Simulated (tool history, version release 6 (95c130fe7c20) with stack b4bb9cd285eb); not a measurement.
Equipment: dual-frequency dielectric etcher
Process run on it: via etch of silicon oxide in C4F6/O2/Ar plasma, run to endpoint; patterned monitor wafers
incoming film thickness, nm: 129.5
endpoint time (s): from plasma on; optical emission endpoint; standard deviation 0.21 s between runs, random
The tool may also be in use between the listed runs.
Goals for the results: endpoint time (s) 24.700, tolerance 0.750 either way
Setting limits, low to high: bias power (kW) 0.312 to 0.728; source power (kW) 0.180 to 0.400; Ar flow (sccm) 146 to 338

run	day	bias power (kW)	source power (kW)	Ar flow (sccm)	endpoint time (s)
1	0.000	0.520	0.290	242	29.176
2	0.096	0.451	0.290	242	31.780
3	0.179	0.487	0.300	241	29.808
4	0.246	0.514	0.300	240	29.358
5	0.608	0.542	0.310	239	28.258
6	0.933	0.505	0.310	239	29.362
7	1.100	0.533	0.310	238	28.551
8	1.129	0.637	0.340	231	25.596

Of the 5 settings listed for the next run, only one would bring every result within its allowed miss of target. Which one?
A	1.158	0.575	0.350	204	?
B	1.158	0.611	0.320	245	?
C	1.158	0.602	0.310	240	?
D	1.158	0.603	0.320	212	?
E	1.158	0.648	0.390	284	?

move	endpoint time (s)
A	26.251
B	26.801
C	27.237
D	26.649
E	24.637
A: misses by more than the last run did
B: misses by more than the last run did
C: misses by more than the last run did
D: misses by more than the last run did
E: meets every target
Correct choice: E, which meets every target

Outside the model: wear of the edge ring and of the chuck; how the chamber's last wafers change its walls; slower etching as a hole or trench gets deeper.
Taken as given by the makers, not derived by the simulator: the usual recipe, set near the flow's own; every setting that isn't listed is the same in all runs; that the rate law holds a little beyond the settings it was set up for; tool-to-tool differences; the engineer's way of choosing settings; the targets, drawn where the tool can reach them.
